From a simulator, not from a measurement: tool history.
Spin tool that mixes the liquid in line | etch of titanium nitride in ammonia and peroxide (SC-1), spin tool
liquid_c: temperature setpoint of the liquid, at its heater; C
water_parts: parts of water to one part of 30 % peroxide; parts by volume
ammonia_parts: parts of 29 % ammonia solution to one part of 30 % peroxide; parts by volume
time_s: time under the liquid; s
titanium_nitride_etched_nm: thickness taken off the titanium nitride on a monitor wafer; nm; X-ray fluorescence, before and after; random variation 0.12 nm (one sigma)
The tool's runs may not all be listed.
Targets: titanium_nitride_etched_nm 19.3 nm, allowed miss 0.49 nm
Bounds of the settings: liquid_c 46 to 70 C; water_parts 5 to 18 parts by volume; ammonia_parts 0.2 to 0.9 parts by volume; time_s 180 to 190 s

run,hour,liquid_c,water_parts,ammonia_parts,time_s,titanium_nitride_etched_nm
1,0,62,10,0.5,180,15.499
2,1.4,62.5,10,0.5,180,15.95
3,2.2,63,10,0.5,180,16.538
4,5.4,63.5,10,0.5,180,17.131
5,6,63.5,7.5,0.5,180,20.049
6,12.7,63.5,6,0.5,180,22.455
7,15.9,63.5,6,0.5,180,22.328
8,20.1,63,6,0.5,180,21.35
9,26.4,62,6,0.5,180,19.964

Which of these 4 next moves meets every target?
A,32.7,65.5,10,0.5,190,?
B,32.7,62.5,6,0.5,185,?
C,32.7,61.5,6,0.45,180,?
D,32.7,63,6.5,0.4,185,?

move,titanium_nitride_etched_nm
A,20.459
B,21.277
C,19.068
D,20.35
A: further off than the last run
B: further off than the last run
C: meets every target
D: further off than the last run
The right move is C.
